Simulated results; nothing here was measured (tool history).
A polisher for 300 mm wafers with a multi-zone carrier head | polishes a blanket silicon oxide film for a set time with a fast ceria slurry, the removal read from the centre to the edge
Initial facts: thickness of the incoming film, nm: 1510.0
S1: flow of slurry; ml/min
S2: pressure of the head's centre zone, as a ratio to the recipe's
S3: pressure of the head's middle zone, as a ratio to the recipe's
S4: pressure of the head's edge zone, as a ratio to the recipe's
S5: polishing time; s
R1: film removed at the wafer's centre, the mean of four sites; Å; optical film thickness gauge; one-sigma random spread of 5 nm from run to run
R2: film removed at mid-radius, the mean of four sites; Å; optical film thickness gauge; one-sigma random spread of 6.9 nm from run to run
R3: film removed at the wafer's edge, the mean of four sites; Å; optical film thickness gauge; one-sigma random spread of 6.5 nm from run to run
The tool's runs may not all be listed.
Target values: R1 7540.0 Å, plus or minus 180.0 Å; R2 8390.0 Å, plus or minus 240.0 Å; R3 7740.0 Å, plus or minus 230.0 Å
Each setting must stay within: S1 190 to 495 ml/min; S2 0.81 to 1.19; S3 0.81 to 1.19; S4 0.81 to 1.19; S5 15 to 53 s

run,hour,S1,S2,S3,S4,S5,R1,R2,R3
1,0.0,320,1.00,1.00,1.00,34,5825.5,5715.8,5805.9
2,8.5,320,1.00,0.94,1.00,34,5871.3,5440.4,5749.7
3,15.3,330,1.01,0.99,1.02,36,6357.6,6013.1,6147.2
4,18.8,330,0.97,0.99,1.02,36,6101.3,6074.3,6172.7
5,21.1,335,0.97,1.03,1.04,37,6299.0,6429.9,6369.5
6,29.7,335,0.97,1.05,1.06,38,6396.0,6741.4,6661.6
7,33.9,345,0.98,1.08,1.08,39,6667.9,7118.3,6859.4
8,36.8,350,0.99,1.10,1.09,40,6926.6,7340.4,7038.4
9,42.7,355,0.99,1.12,1.10,41,7141.8,7670.4,7278.9
10,46.2,360,0.99,1.13,1.11,41,7194.0,7816.5,7345.9
11,54.8,370,0.99,1.14,1.12,41,7143.4,7902.8,7480.0
12,57.0,380,1.00,1.15,1.12,41,7200.5,7963.5,7440.0
13,64.2,390,1.01,1.16,1.13,41,7296.6,8011.8,7422.8
14,69.6,395,1.01,1.17,1.14,41,7341.1,8044.8,7494.2

Which one of the following 5 next-run settings gets every result inside its allowed miss? There is exactly one.
A,75.0,475,0.98,1.09,1.14,42,?,?,?
B,75.0,445,1.01,1.17,1.13,42,?,?,?
C,75.0,355,0.94,1.11,1.19,42,?,?,?
D,75.0,365,1.06,1.16,1.15,40,?,?,?
E,75.0,485,1.01,1.14,1.17,43,?,?,?

move,R1,R2,R3
A,7389.5,7958.0,7698.7
B,7585.6,8419.7,7632.7
C,6916.7,7907.1,7721.9
D,7457.7,7836.1,7243.7
E,7812.8,8476.7,7982.7
A: further off than the last run
B: all results in spec
C: further off than the last run
D: further off than the last run
E: puts the biggest miss on target and leaves a different result outside tolerance
The move that meets every target is B.

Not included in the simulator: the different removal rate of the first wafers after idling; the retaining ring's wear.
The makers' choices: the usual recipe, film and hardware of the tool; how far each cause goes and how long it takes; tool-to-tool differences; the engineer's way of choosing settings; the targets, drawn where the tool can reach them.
